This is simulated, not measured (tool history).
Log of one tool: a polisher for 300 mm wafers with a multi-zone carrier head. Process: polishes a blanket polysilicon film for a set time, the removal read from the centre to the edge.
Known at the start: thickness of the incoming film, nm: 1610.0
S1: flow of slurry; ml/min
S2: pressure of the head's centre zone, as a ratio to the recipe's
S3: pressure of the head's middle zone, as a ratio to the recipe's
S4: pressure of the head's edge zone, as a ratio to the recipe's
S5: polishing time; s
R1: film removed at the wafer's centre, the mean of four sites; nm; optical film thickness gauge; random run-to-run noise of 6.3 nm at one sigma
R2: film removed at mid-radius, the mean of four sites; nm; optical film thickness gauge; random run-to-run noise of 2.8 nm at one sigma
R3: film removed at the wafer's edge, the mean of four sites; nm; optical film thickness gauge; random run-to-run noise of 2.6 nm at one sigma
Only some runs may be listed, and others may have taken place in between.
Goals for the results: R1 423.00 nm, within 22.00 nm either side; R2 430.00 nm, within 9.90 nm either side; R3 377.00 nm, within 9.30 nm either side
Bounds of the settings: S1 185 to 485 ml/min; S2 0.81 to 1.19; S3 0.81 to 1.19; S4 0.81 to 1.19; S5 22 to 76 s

run  hour   S1    S2    S3    S4  S5      R1      R2      R3
  1   0.0  310  1.00  1.00  1.00  49  507.32  501.47  497.21
  2   2.4  380  1.00  1.00  1.00  49  516.71  514.22  498.81
  3   4.8  380  1.00  1.00  1.00  40  436.46  420.65  404.04
  4  11.2  380  1.00  1.03  1.00  40  420.50  426.92  406.69
  5  14.4  380  0.97  1.03  1.00  40  426.63  424.67  406.10
  6  21.7  310  0.97  1.03  1.00  40  414.81  420.16  398.32
  7  27.5  310  0.98  1.04  0.97  40  409.38  426.63  399.18
  8  33.5  310  0.98  1.04  0.97  40  412.61  419.15  394.14
     38.9  -- worn pad replaced by a new one
  9  38.9  320  1.00  1.05  0.94  40  456.85  460.19  415.99
 10  45.5  330  0.99  1.05  0.93  39  439.60  453.92  405.38
 11  52.0  330  1.00  1.06  0.93  38  418.50  442.48  395.20

Exactly one of the 4 candidate moves below puts every result within its allowed miss. Which one?
  A  58.5  365  0.91  1.14  0.90  36   ?   ?   ?
  B  58.5  315  0.93  1.14  1.01  35   ?   ?   ?
  C  58.5  295  0.98  1.03  0.82  38   ?   ?   ?
  D  58.5  325  0.99  1.13  0.86  37   ?   ?   ?

move      R1      R2      R3
   A  377.47  451.57  374.95
   B  367.53  432.95  380.89
   C  412.00  428.08  374.19
   D  409.13  455.63  374.48
A: the furthest-off result lands on target, but another misses its tolerance
B: the furthest-off result lands on target, but another misses its tolerance
C: all results land within tolerance of their targets
D: the furthest-off result lands on target, but another misses its tolerance
So the answer is move C, the one that meets all the targets.
